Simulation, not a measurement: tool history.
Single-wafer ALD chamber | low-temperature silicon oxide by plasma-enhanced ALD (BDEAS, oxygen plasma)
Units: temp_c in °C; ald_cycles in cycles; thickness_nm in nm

run 1 day=0 | temp_c=105 ald_cycles=21 | thickness_nm=2.9143
run 2 day=0.046 | temp_c=114 ald_cycles=21 | thickness_nm=2.882
run 3 day=0.329 | temp_c=114 ald_cycles=19 | thickness_nm=2.6053
run 4 day=0.358 | temp_c=115 ald_cycles=17 | thickness_nm=2.3207
run 5 day=0.483 | temp_c=115 ald_cycles=18 | thickness_nm=2.4619
run 6 day=0.825 | temp_c=110 ald_cycles=18 | thickness_nm=2.4764
run 7 day=1.171 | temp_c=111 ald_cycles=17 | thickness_nm=2.3385
run 8 day=1.396 | temp_c=111 ald_cycles=16 | thickness_nm=2.1991

The next listed run, before its measurement:
run 9 day=1.538 | temp_c=111 ald_cycles=17 | thickness_nm=?

Run 9 gave thickness_nm 2.3283 nm.

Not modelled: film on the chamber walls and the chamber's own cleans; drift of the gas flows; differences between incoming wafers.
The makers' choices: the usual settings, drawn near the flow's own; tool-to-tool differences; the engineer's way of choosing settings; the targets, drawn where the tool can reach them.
